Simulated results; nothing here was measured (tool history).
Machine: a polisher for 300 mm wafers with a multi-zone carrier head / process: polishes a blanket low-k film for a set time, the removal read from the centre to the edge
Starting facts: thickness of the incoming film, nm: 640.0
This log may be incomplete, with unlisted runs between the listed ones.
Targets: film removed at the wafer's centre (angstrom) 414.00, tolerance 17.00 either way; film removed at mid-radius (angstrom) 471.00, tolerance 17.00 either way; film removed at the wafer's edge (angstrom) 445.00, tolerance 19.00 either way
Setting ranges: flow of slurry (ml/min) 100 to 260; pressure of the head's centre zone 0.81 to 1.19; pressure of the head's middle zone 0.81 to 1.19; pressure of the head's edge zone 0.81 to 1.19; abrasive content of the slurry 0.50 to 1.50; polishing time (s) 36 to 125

| run | hour | flow of slurry (ml/min) | pressure of the head's centre zone | pressure of the head's middle zone | pressure of the head's edge zone | abrasive content of the slurry | polishing time (s) | film removed at the wafer's centre (angstrom) | film removed at mid-radius (angstrom) | film removed at the wafer's edge (angstrom) |
|---|---|---|---|---|---|---|---|---|---|---|
| 1 | 0.0 | 165 | 1.00 | 1.00 | 1.00 | 1.00 | 80 | 368.53 | 379.18 | 389.44 |
| 2 | 2.0 | 175 | 1.00 | 1.02 | 1.01 | 1.00 | 80 | 375.60 | 388.52 | 392.15 |
| 3 | 6.6 | 175 | 1.00 | 1.02 | 1.01 | 1.00 | 62 | 292.12 | 297.87 | 302.54 |
| 4 | 15.4 | 175 | 0.95 | 1.02 | 1.01 | 1.00 | 62 | 275.56 | 301.73 | 302.57 |
| 5 | 18.7 | 180 | 0.96 | 1.04 | 1.02 | 1.10 | 63 | 291.66 | 323.27 | 322.10 |
| 6 | 27.0 | 180 | 0.96 | 0.98 | 1.02 | 1.10 | 63 | 295.13 | 315.07 | 313.12 |
| 7 | 33.4 | 230 | 1.00 | 1.08 | 1.00 | 1.35 | 71 | 380.39 | 406.01 | 379.69 |
| 8 | 37.1 | 225 | 1.00 | 1.09 | 1.01 | 1.40 | 72 | 392.10 | 414.79 | 392.40 |
| 9 | 45.4 | 225 | 0.99 | 1.10 | 1.02 | 1.40 | 73 | 389.82 | 432.13 | 399.70 |
| 10 | 48.0 | 225 | 0.99 | 1.10 | 1.02 | 1.40 | 73 | 389.48 | 422.83 | 401.40 |
| 11 | 52.8 | 225 | 0.99 | 1.11 | 1.03 | 1.40 | 74 | 391.92 | 429.53 | 417.00 |

4 next moves are on the table. One of them brings every result within its allowed miss. Which?
| A | 57.6 | 220 | 0.89 | 1.16 | 1.08 | 1.45 | 77 | ? | ? | ? |
| B | 57.6 | 255 | 0.93 | 1.05 | 1.02 | 1.50 | 79 | ? | ? | ? |
| C | 57.6 | 190 | 0.86 | 1.09 | 0.90 | 1.50 | 80 | ? | ? | ? |
| D | 57.6 | 225 | 0.91 | 1.08 | 1.12 | 1.35 | 77 | ? | ? | ? |

| move | film removed at the wafer's centre (angstrom) | film removed at mid-radius (angstrom) | film removed at the wafer's edge (angstrom) |
|---|---|---|---|
| A | 368.04 | 480.09 | 438.20 |
| B | 405.11 | 468.56 | 447.02 |
| C | 366.65 | 473.70 | 417.03 |
| D | 368.93 | 445.96 | 437.76 |
A: meets the target for the result that was furthest off, but another lies outside its allowed miss
B: every result within its allowed miss
C: meets the target for the result that was furthest off, but another lies outside its allowed miss
D: the biggest miss grows against the last run
B is the move that brings every result within its allowed miss.
